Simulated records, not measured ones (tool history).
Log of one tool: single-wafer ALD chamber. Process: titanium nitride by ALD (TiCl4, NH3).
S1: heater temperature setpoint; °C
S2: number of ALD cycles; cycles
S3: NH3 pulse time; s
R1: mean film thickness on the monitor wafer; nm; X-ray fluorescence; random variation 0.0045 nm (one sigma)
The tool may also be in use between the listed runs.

run,hour,S1,S2,S3,R1
1,0.0,380,97,2.46,2.1904
2,5.7,387,97,2.46,2.2054
3,12.1,381,97,2.17,2.1719
4,12.9,385,97,2.17,2.1757
5,14.5,385,97,1.75,2.1471
6,19.4,385,97,1.99,2.1614

The next listed run, before its measurement:
7,20.5,380,97,1.78,?

Run 7 gave R1 2.1284 nm.

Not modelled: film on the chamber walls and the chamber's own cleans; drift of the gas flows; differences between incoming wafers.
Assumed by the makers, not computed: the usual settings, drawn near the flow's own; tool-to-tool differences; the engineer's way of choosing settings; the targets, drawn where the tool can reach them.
